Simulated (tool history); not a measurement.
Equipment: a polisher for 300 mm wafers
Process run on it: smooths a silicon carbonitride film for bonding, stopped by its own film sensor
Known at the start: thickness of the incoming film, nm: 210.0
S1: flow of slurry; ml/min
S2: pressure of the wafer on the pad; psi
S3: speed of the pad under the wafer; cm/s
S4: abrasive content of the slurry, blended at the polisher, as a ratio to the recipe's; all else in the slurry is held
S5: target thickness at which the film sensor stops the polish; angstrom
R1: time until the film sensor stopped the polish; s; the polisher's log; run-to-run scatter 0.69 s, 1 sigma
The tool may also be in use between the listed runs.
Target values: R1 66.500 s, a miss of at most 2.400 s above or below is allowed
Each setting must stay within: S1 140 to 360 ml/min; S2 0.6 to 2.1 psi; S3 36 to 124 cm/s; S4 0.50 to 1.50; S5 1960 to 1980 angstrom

run	hour	S1	S2	S3	S4	S5	R1
1	0.0	230	1.3	80	1.00	1960	110.380
2	7.5	230	1.3	80	1.15	1960	98.942
3	13.1	230	1.3	80	1.00	1960	109.240
4	15.6	230	1.1	80	1.00	1960	130.220
5	21.1	230	1.2	80	1.00	1960	117.990
6	29.4	230	1.2	80	1.00	1980	100.710
7	35.1	230	1.3	80	1.00	1980	92.831
8	37.3	235	1.5	80	1.00	1980	79.995
9	40.7	235	1.6	80	1.00	1980	75.581
10	42.3	235	1.7	80	1.00	1980	71.309
11	48.3	235	1.7	80	1.00	1980	72.122

Which one of the following 4 next-run settings gets every result inside its allowed miss? There is exactly one.
A	54.3	245	1.7	68	1.10	1980	?
B	54.3	150	2.0	80	0.90	1960	?
C	54.3	250	1.7	74	1.05	1970	?
D	54.3	205	1.9	112	0.85	1960	?

move	R1
A	76.570
B	83.145
C	79.607
D	66.225
A: lands further from the targets than the last run did
B: lands further from the targets than the last run did
C: lands further from the targets than the last run did
D: every result lands within tolerance
Answer: D
